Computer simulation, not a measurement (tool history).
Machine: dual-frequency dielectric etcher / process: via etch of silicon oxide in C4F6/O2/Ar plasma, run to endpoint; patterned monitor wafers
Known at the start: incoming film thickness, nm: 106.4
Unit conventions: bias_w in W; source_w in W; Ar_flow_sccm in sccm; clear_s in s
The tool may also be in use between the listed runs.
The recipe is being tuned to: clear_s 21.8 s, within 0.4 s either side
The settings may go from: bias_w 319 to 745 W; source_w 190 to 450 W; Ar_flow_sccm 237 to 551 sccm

run,hour,bias_w,source_w,Ar_flow_sccm,clear_s
1,0,532,320,394,23.908
2,4.2,437,320,394,26.463
3,11.9,480,320,393,24.919
4,18.7,511,320,393,23.977
5,20.3,530,320,393,23.702
6,24.2,493,320,393,24.642
7,31.4,520,320,393,23.733
8,34.9,520,320,393,24.084

5 candidate next runs follow, results not yet known. Just one meets every target within its allowed miss. Identify it.
A,38.4,587,240,328,?
B,38.4,507,400,362,?
C,38.4,634,350,348,?
D,38.4,448,270,379,?
E,38.4,459,310,436,?

move,clear_s
A,25.757
B,22.033
C,20.851
D,28.298
E,26.487
A: further off than the last run
B: each result inside its tolerance
C: the result that was furthest off in the last run now lies on the other side of its target
D: further off than the last run
E: further off than the last run
B is the move that brings every result within its allowed miss.
